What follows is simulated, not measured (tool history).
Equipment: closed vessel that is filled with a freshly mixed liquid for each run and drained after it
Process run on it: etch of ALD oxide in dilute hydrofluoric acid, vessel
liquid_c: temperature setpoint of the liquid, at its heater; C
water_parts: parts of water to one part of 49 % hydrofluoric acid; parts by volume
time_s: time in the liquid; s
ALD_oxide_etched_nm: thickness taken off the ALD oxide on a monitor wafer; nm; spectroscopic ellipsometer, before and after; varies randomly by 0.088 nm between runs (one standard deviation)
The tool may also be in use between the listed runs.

run  hour  liquid_c  water_parts  time_s  ALD_oxide_etched_nm
  1     0        21          275     230               5.0449
  2   8.4        21          320     230               4.1716
  3  10.5        21          320     140               2.5452
  4  18.7      22.5          275     140               3.2092
  5  22.5      22.5          370     140               2.2056
  6  28.5      21.5          305     160               3.1285
  7  30.4      20.5          255     175                4.178
  8  34.9        20          215     185               5.3211
  9  40.2        20          215     185               5.3235
 10  47.8      19.5          180     195               6.7605
     51.6  -- hydrofluoric acid flow meter replaced
 11  51.6        19          155     200               8.8896
 12  59.2        19           50     200               30.451
 13  66.4      18.5           60     200               24.581
 14  67.7        18           65     200                22.27

What will run 15 give?
 15  73.2        18           70     200                    ?

Logged for run 15: ALD_oxide_etched_nm 20.7 nm.
